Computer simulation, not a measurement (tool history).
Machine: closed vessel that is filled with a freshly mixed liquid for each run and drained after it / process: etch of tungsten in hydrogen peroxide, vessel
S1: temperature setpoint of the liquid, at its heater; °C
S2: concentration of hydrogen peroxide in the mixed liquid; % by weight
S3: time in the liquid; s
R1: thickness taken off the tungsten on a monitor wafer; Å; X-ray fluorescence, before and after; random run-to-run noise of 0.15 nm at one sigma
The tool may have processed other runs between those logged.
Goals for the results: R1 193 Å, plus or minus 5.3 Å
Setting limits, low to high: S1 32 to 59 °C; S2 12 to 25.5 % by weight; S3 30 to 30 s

| run | hour | S1 | S2 | S3 | R1 |
|---|---|---|---|---|---|
| 1 | 0 | 43 | 17.5 | 30 | 253.14 |
| 2 | 5.1 | 43 | 17.5 | 30 | 251.03 |
| 3 | 8.6 | 46.5 | 17.5 | 30 | 314.98 |
| 4 | 13.7 | 45 | 17.5 | 30 | 286.4 |
| 5 | 19.4 | 45 | 17.5 | 30 | 289.43 |
| 6 | 23.6 | 44 | 17.5 | 30 | 272.15 |
| 7 | 24.5 | 43 | 17.5 | 30 | 251.16 |
| 8 | 31 | 42.5 | 17.5 | 30 | 247.34 |
| 9 | 32 | 42.5 | 17.5 | 30 | 243.96 |
| 10 | 36.2 | 42 | 17.5 | 30 | 235.92 |
| 11 | 37.5 | 41.5 | 17.5 | 30 | 230.95 |
| 12 | 38.5 | 41 | 17.5 | 30 | 221.31 |

Next run, 5 choices. One meets every target within its allowed miss, the rest don't. Which?
| A | 39.5 | 38 | 19.5 | 30 | ? |
| B | 39.5 | 43.5 | 19.5 | 30 | ? |
| C | 39.5 | 43 | 17 | 30 | ? |
| D | 39.5 | 44 | 14 | 30 | ? |
| E | 39.5 | 44 | 17.5 | 30 | ? |

| move | R1 |
|---|---|
| A | 191.44 |
| B | 273.38 |
| C | 247.24 |
| D | 239.12 |
| E | 267.34 |
A: all results in spec
B: its largest miss is bigger than the last run's
C: its largest miss is bigger than the last run's
D: its largest miss is bigger than the last run's
E: its largest miss is bigger than the last run's
A meets every target.
